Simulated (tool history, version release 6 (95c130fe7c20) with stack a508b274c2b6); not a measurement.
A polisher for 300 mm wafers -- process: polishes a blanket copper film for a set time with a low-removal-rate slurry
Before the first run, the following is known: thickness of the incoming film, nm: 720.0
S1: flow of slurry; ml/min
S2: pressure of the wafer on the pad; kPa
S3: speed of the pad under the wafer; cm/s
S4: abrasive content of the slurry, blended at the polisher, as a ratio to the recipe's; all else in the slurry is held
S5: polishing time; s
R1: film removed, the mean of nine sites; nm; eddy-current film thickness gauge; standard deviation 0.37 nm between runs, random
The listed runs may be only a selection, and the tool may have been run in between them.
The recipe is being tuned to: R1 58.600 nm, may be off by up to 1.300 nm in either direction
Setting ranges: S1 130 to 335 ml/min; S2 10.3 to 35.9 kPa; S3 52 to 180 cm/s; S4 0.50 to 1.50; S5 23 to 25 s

Run 1, hour 0.0: S1 215 ml/min, S2 22.8 kPa, S3 116 cm/s, S4 1.00, S5 25 s. Result: R1 101.290 nm.
Run 2, hour 4.4: S1 215 ml/min, S2 26.9 kPa, S3 116 cm/s, S4 1.00, S5 25 s. Result: R1 117.570 nm.
Run 3, hour 8.6: S1 215 ml/min, S2 26.9 kPa, S3 116 cm/s, S4 0.80, S5 25 s. Result: R1 114.870 nm.
Run 4, hour 13.5: S1 215 ml/min, S2 26.9 kPa, S3 116 cm/s, S4 0.70, S5 25 s. Result: R1 114.900 nm.
Run 5, hour 17.8: S1 210 ml/min, S2 24.1 kPa, S3 116 cm/s, S4 0.70, S5 25 s. Result: R1 102.140 nm.
Run 6, hour 26.6: S1 205 ml/min, S2 22.1 kPa, S3 116 cm/s, S4 0.70, S5 25 s. Result: R1 94.439 nm.
Run 7, hour 29.0: S1 190 ml/min, S2 15.2 kPa, S3 114 cm/s, S4 0.70, S5 25 s. Result: R1 63.068 nm.
Run 8, hour 34.5: S1 185 ml/min, S2 15.2 kPa, S3 114 cm/s, S4 0.70, S5 25 s. Result: R1 62.766 nm.
Run 9, hour 41.5: S1 180 ml/min, S2 15.2 kPa, S3 114 cm/s, S4 0.70, S5 25 s. Result: R1 62.609 nm.
Run 10, hour 43.8: S1 175 ml/min, S2 15.2 kPa, S3 114 cm/s, S4 0.70, S5 25 s. Result: R1 61.874 nm.

4 next moves are on the table. One of them brings every result within its allowed miss. Which?
Run A, hour 46.1: S1 190 ml/min, S2 13.1 kPa, S3 138 cm/s, S4 0.75, S5 25 s. Result: R1 ?.
Run B, hour 46.1: S1 210 ml/min, S2 15.2 kPa, S3 110 cm/s, S4 0.90, S5 25 s. Result: R1 ?.
Run C, hour 46.1: S1 200 ml/min, S2 17.2 kPa, S3 114 cm/s, S4 0.80, S5 23 s. Result: R1 ?.
Run D, hour 46.1: S1 215 ml/min, S2 15.9 kPa, S3 110 cm/s, S4 0.60, S5 23 s. Result: R1 ?.

move      R1
   A  67.224
   B  64.371
   C  67.881
   D  59.265
A: the biggest miss grows against the last run
B: the biggest miss grows against the last run
C: the biggest miss grows against the last run
D: every result within its allowed miss
D is the move that brings every result within its allowed miss.
